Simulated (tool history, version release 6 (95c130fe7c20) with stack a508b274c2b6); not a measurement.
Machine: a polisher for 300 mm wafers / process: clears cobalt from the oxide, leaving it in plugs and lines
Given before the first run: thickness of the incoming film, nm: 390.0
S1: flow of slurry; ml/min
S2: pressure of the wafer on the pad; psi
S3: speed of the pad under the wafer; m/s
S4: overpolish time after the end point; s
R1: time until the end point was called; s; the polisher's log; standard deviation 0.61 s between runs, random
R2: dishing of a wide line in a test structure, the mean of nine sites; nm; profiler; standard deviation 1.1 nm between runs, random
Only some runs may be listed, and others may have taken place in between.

Run 1, hour 0: S1 210 ml/min, S2 1.4 psi, S3 1.24 m/s, S4 22 s. Result: R1 98.863 s, R2 45.167 nm.
Run 2, hour 1: S1 210 ml/min, S2 1.4 psi, S3 1.24 m/s, S4 31 s. Result: R1 99.036 s, R2 53.262 nm.
Run 3, hour 6.1: S1 210 ml/min, S2 1.4 psi, S3 1.24 m/s, S4 38 s. Result: R1 98.481 s, R2 54.913 nm.
Run 4, hour 8.4: S1 210 ml/min, S2 1.4 psi, S3 1.24 m/s, S4 43 s. Result: R1 99.785 s, R2 58.986 nm.
Run 5, hour 13.3: S1 210 ml/min, S2 1.1 psi, S3 1.24 m/s, S4 43 s. Result: R1 121.89 s, R2 54.535 nm.
Run 6, hour 18.6: S1 160 ml/min, S2 1.1 psi, S3 1.24 m/s, S4 43 s. Result: R1 128.19 s, R2 53.811 nm.

For run 7, what comes out?
Run 7, hour 24.4: S1 185 ml/min, S2 1.3 psi, S3 1.24 m/s, S4 41 s. Result: R1 ?, R2 ?.

{"run 7": {"R1": 109.01, "R2": 57.893}}
